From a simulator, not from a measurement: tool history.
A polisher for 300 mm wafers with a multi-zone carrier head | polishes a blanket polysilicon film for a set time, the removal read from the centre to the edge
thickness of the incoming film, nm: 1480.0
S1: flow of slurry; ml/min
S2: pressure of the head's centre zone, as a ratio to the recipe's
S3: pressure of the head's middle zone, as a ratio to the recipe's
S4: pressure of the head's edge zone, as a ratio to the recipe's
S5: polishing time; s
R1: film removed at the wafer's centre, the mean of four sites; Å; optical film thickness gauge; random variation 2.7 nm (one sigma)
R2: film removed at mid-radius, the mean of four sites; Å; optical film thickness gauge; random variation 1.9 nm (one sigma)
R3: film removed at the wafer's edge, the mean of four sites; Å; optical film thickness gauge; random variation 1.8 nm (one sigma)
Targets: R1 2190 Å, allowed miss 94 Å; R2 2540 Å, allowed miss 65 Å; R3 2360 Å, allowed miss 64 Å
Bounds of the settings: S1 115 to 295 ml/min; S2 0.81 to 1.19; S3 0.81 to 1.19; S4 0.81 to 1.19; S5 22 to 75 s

| run | hour | S1 | S2 | S3 | S4 | S5 | R1 | R2 | R3 |
|---|---|---|---|---|---|---|---|---|---|
| 1 | 0 | 190 | 1 | 1 | 1 | 48 | 2774.1 | 2672.4 | 2648.5 |
| 2 | 6.3 | 190 | 0.96 | 1 | 1 | 48 | 2645.1 | 2687 | 2667.7 |
| 3 | 8.2 | 180 | 0.93 | 1 | 0.96 | 47 | 2454.5 | 2572.1 | 2537.2 |
| 4 | 10.2 | 170 | 0.92 | 1.01 | 0.94 | 47 | 2424.9 | 2606 | 2516.2 |
| 5 | 13.7 | 165 | 0.9 | 1.01 | 0.92 | 47 | 2335.7 | 2555.6 | 2440.1 |
| 6 | 20.5 | 160 | 0.89 | 1.02 | 0.91 | 47 | 2375.5 | 2610.3 | 2445.5 |
| 7 | 21.4 | 160 | 0.89 | 1.02 | 0.91 | 47 | 2307.8 | 2589.1 | 2467.2 |
| 8 | 25.3 | 155 | 0.88 | 1.02 | 0.89 | 47 | 2303 | 2566.6 | 2424.1 |

5 next moves are on the table. One of them brings every result within its allowed miss. Which?
| A | 29.2 | 140 | 0.9 | 1.07 | 0.96 | 45 | ? | ? | ? |
| B | 29.2 | 130 | 0.85 | 1.01 | 0.95 | 48 | ? | ? | ? |
| C | 29.2 | 145 | 0.83 | 0.89 | 0.93 | 49 | ? | ? | ? |
| D | 29.2 | 115 | 0.91 | 0.98 | 0.93 | 51 | ? | ? | ? |
| E | 29.2 | 115 | 0.82 | 0.96 | 0.89 | 51 | ? | ? | ? |

| move | R1 | R2 | R3 |
|---|---|---|---|
| A | 2212.5 | 2510.5 | 2361.3 |
| B | 2198.1 | 2521.9 | 2487.7 |
| C | 2230.6 | 2356.9 | 2548.9 |
| D | 2445.3 | 2560.1 | 2581.1 |
| E | 2201.1 | 2517.7 | 2530.1 |
A: meets every target
B: brings the result that was furthest off to its target, and leaves another outside
C: brings the result that was furthest off to its target, and leaves another outside
D: further off than the last run
E: brings the result that was furthest off to its target, and leaves another outside
Answer: A
